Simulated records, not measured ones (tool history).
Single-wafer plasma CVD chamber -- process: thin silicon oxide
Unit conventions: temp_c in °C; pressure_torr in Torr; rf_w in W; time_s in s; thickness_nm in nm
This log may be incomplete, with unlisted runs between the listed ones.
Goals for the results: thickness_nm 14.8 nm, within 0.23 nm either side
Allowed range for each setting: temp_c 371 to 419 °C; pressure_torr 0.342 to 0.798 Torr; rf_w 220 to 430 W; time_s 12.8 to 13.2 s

run,day,temp_c,pressure_torr,rf_w,time_s,thickness_nm
1,0,395,0.57,325,12.8,18.332
2,0.196,395,0.533,325,12.8,17.246
3,0.333,395,0.533,350,12.8,18.002
4,0.408,395,0.533,380,12.8,18.742
5,0.575,399,0.533,380,12.8,18.747
6,0.742,399,0.533,345,12.8,17.921
7,0.971,398,0.497,345,12.8,16.843
8,1.171,398,0.471,345,12.8,16.155
9,1.238,398,0.453,345,12.8,15.619
10,1.571,398,0.442,345,12.8,15.379
11,1.683,398,0.434,345,12.8,15.195

Which single option among these 5 for the next run brings every result within its allowed miss of target? Just one does.
A,1.796,401,0.369,400,12.8,?
B,1.796,402,0.425,370,13,?
C,1.796,402,0.391,355,12.8,?
D,1.796,389,0.394,350,12.8,?
E,1.796,395,0.406,345,13.1,?

move,thickness_nm
A,14.266
B,15.592
C,14.092
D,14.19
E,14.703
A: pushes the last run's worst result past its target
B: its largest miss is bigger than the last run's
C: pushes the last run's worst result past its target
D: pushes the last run's worst result past its target
E: all results land within tolerance of their targets
The move that meets every target is E.

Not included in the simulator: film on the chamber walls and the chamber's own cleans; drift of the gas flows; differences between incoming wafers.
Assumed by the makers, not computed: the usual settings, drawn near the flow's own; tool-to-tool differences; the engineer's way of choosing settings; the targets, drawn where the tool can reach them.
